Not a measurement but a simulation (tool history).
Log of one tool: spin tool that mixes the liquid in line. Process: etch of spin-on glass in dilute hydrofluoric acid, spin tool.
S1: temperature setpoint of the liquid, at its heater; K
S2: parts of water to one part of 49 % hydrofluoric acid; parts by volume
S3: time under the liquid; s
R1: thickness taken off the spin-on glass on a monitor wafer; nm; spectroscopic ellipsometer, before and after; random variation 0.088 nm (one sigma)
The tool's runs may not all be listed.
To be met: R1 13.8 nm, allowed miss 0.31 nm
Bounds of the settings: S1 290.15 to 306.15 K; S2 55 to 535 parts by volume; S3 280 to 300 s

run	day	S1	S2	S3	R1
1	0	298.15	295	280	23.901
2	0.288	295.65	295	280	21.523
3	0.583	294.65	305	280	20.015
4	0.725	294.65	305	300	21.556
5	0.958	294.65	265	300	25.724
6	1.138	293.65	285	300	22.845
7	1.367	293.15	300	300	20.772
8	1.404	292.65	315	300	19.373
9	1.683	292.15	325	300	18.091
10	1.721	291.65	335	300	17.04
11	2.025	291.15	340	300	16.54

Which of these 4 next moves meets every target?
A	2.329	291.65	385	300	?
B	2.329	292.15	375	290	?
C	2.329	290.65	350	280	?
D	2.329	292.65	385	280	?

move	R1
A	14.391
B	14.658
C	14.66
D	13.916
A: nearer than the last run, and not there yet
B: nearer than the last run, and not there yet
C: nearer than the last run, and not there yet
D: meets every target
Move D is the one to make.
